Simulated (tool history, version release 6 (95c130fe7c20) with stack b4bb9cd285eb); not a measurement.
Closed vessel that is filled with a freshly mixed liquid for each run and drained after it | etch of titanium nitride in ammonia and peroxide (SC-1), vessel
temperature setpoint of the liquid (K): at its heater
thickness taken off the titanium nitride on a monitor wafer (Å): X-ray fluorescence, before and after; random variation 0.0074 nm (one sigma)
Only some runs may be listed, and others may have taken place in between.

| run | hour | temperature setpoint of the liquid (K) | parts of water to one part of 30 % peroxide (parts by volume) | parts of 29 % ammonia solution to one part of 30 % peroxide (parts by volume) | time in the liquid (s) | thickness taken off the titanium nitride on a monitor wafer (Å) |
|---|---|---|---|---|---|---|
| 1 | 0 | 330.15 | 10.5 | 0.6 | 35 | 31.383 |
| 2 | 7.6 | 329.65 | 10.5 | 0.6 | 35 | 30.314 |
| 3 | 10.8 | 329.15 | 10.5 | 0.6 | 35 | 29.351 |
| 4 | 17.8 | 328.65 | 10.5 | 0.6 | 35 | 28.326 |
| 5 | 22.9 | 328.65 | 10.5 | 0.6 | 35 | 28.288 |
| 6 | 29.2 | 328.65 | 12 | 0.6 | 35 | 26.344 |
| 7 | 35.5 | 328.15 | 12 | 0.6 | 35 | 25.399 |

What will run 8 give?
| 8 | 37.2 | 324.15 | 12 | 0.6 | 35 | ? |

thickness taken off the titanium nitride on a monitor wafer (Å): 19.41

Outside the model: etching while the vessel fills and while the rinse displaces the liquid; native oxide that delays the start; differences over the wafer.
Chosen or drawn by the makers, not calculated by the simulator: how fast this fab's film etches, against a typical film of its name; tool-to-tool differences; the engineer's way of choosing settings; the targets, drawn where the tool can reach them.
